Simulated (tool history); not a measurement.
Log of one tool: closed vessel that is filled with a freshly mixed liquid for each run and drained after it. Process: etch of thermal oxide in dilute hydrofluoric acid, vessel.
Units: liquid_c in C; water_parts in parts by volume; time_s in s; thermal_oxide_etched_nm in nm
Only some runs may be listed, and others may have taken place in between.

| run | hour | liquid_c | water_parts | time_s | thermal_oxide_etched_nm |
|---|---|---|---|---|---|
| 1 | 0 | 25 | 95 | 60 | 2.8771 |
| 2 | 3.9 | 26.5 | 85 | 60 | 3.5042 |
| 3 | 5.3 | 26.5 | 60 | 60 | 5.1121 |
| 4 | 6.6 | 28.5 | 60 | 60 | 5.5805 |
| 5 | 7.7 | 29 | 60 | 60 | 5.6014 |
| 6 | 14.3 | 29.5 | 60 | 60 | 5.7762 |
| 7 | 23 | 29.5 | 60 | 60 | 5.7025 |
| 8 | 26.4 | 30 | 60 | 60 | 5.8859 |

What does the tool deliver on the next run?
| 9 | 30.3 | 30.5 | 60 | 60 | ? |

thermal_oxide_etched_nm: 5.9808 nm

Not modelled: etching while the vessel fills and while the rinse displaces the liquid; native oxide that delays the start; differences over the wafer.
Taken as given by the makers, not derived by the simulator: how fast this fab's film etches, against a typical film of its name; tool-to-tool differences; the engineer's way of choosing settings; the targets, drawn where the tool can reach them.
